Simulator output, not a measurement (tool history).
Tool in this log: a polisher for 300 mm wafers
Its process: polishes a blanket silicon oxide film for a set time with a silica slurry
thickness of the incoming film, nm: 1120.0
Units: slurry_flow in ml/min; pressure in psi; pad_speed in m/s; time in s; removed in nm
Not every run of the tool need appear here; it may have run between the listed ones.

run 1 hour=0.0 | slurry_flow=235 pressure=4.5 pad_speed=1.26 slurry_solids=1.0 time=31 | removed=105.84
run 2 hour=7.2 | slurry_flow=235 pressure=4.8 pad_speed=1.26 slurry_solids=1.0 time=31 | removed=109.94
run 3 hour=11.8 | slurry_flow=235 pressure=5.1 pad_speed=1.26 slurry_solids=1.0 time=31 | removed=113.70
run 4 hour=14.7 | slurry_flow=195 pressure=5.1 pad_speed=1.26 slurry_solids=1.0 time=31 | removed=111.24
run 5 hour=21.0 | slurry_flow=195 pressure=5.1 pad_speed=1.10 slurry_solids=1.0 time=31 | removed=102.05
run 6 hour=28.4 | slurry_flow=195 pressure=6.2 pad_speed=1.10 slurry_solids=1.0 time=31 | removed=123.46

Estimate the outcome of run 7 from the log above:
run 7 hour=31.6 | slurry_flow=200 pressure=6.4 pad_speed=1.10 slurry_solids=1.0 time=31 | removed=?

Run 7 gave removed 128.63 nm.
